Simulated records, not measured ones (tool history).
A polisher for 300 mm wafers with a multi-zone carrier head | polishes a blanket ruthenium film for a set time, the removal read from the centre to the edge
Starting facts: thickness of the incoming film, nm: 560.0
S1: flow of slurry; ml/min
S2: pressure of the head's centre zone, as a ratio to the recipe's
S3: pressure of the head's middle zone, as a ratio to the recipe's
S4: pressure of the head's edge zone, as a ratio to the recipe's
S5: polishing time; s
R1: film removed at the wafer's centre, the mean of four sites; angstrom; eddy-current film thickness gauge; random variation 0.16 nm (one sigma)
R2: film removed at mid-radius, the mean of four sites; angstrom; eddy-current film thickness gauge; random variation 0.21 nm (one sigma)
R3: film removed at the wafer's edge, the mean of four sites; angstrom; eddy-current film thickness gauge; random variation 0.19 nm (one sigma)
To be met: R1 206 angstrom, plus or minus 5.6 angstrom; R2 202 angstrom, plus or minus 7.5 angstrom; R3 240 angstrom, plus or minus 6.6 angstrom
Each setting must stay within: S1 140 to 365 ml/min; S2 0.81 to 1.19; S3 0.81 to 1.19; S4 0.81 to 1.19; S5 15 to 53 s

{"run": 1, "hour": 0.0, "S1": 235, "S2": 1, "S3": 1, "S4": 1, "S5": 34, "R1": 360.54, "R2": 364.02, "R3": 385.21}
{"run": 2, "hour": 3.1, "S1": 235, "S2": 1, "S3": 0.94, "S4": 1, "S5": 34, "R1": 364.12, "R2": 352.02, "R3": 383.46}
{"run": 3, "hour": 5.6, "S1": 235, "S2": 1, "S3": 0.94, "S4": 1.05, "S5": 34, "R1": 365.73, "R2": 352.33, "R3": 387.97}
{"run": 4, "hour": 8.8, "S1": 185, "S2": 1, "S3": 0.94, "S4": 1.05, "S5": 34, "R1": 355.62, "R2": 335.87, "R3": 378.96}
{"run": 5, "hour": 11.2, "S1": 180, "S2": 0.98, "S3": 0.93, "S4": 1.04, "S5": 32, "R1": 327.13, "R2": 315.11, "R3": 354.17}
{"run": 6, "hour": 14.0, "S1": 175, "S2": 0.97, "S3": 0.91, "S4": 1.04, "S5": 30, "R1": 302.5, "R2": 286.72, "R3": 331.44}
{"hour": 15.4, "done": "slurry nozzle cleaned"}
{"run": 7, "hour": 15.4, "S1": 170, "S2": 0.96, "S3": 0.9, "S4": 1.02, "S5": 29, "R1": 306.93, "R2": 293.25, "R3": 331.39}
{"run": 8, "hour": 16.6, "S1": 165, "S2": 0.96, "S3": 0.9, "S4": 1.04, "S5": 27, "R1": 280.84, "R2": 263.58, "R3": 311.64}
{"run": 9, "hour": 19.0, "S1": 165, "S2": 0.96, "S3": 0.91, "S4": 1.04, "S5": 26, "R1": 271.66, "R2": 255.61, "R3": 295.66}
{"run": 10, "hour": 27.5, "S1": 150, "S2": 0.86, "S3": 0.82, "S4": 0.94, "S5": 19, "R1": 175.28, "R2": 172.47, "R3": 209.61}
{"run": 11, "hour": 31.9, "S1": 160, "S2": 0.87, "S3": 0.83, "S4": 0.96, "S5": 19, "R1": 180.42, "R2": 175.75, "R3": 207.79}
{"run": 12, "hour": 32.7, "S1": 155, "S2": 0.87, "S3": 0.84, "S4": 0.99, "S5": 19, "R1": 177.5, "R2": 176.4, "R3": 211.66}
{"run": 13, "hour": 35.9, "S1": 155, "S2": 0.88, "S3": 0.85, "S4": 1.01, "S5": 19, "R1": 178.08, "R2": 179.92, "R3": 215}
{"run": 14, "hour": 40.4, "S1": 155, "S2": 0.89, "S3": 0.86, "S4": 1.02, "S5": 19, "R1": 183.04, "R2": 180.95, "R3": 218.27}
{"run": 15, "hour": 42.2, "S1": 155, "S2": 0.9, "S3": 0.87, "S4": 1.03, "S5": 19, "R1": 185.15, "R2": 185.02, "R3": 215.14}
{"run": 16, "hour": 48.7, "S1": 155, "S2": 0.91, "S3": 0.87, "S4": 1.04, "S5": 19, "R1": 190.02, "R2": 183.6, "R3": 216.46}
{"run": 17, "hour": 54.2, "S1": 220, "S2": 0.91, "S3": 0.93, "S4": 1.14, "S5": 20, "R1": 204.11, "R2": 214.87, "R3": 244.39}

Consider the 5 candidate settings below. Which is the only one whose results all fall within their allowed miss of target?
{"run": "A", "hour": 59.7, "S1": 170, "S2": 1, "S3": 0.9, "S4": 1.11, "S5": 20, "R1": "?", "R2": "?", "R3": "?"}
{"run": "B", "hour": 59.7, "S1": 235, "S2": 0.91, "S3": 0.99, "S4": 1.08, "S5": 20, "R1": "?", "R2": "?", "R3": "?"}
{"run": "C", "hour": 59.7, "S1": 235, "S2": 0.87, "S3": 0.96, "S4": 1.17, "S5": 21, "R1": "?", "R2": "?", "R3": "?"}
{"run": "D", "hour": 59.7, "S1": 160, "S2": 0.95, "S3": 0.93, "S4": 1.16, "S5": 20, "R1": "?", "R2": "?", "R3": "?"}
{"run": "E", "hour": 59.7, "S1": 215, "S2": 0.91, "S3": 0.99, "S4": 1.09, "S5": 20, "R1": "?", "R2": "?", "R3": "?"}

move=A R1=220.84 R2=202.06 R3=238.56
move=B R1=208.15 R2=225.98 R3=240.59
move=C R1=208.82 R2=231.24 R3=263.28
move=D R1=208.28 R2=206.37 R3=242.78
move=E R1=206.24 R2=224.11 R3=240.21
A: the worst result of the last run now meets its target, but another is out of spec
B: misses by more than the last run did
C: misses by more than the last run did
D: hits every target within its allowed miss
E: misses by more than the last run did
D is the move that brings every result within its allowed miss.

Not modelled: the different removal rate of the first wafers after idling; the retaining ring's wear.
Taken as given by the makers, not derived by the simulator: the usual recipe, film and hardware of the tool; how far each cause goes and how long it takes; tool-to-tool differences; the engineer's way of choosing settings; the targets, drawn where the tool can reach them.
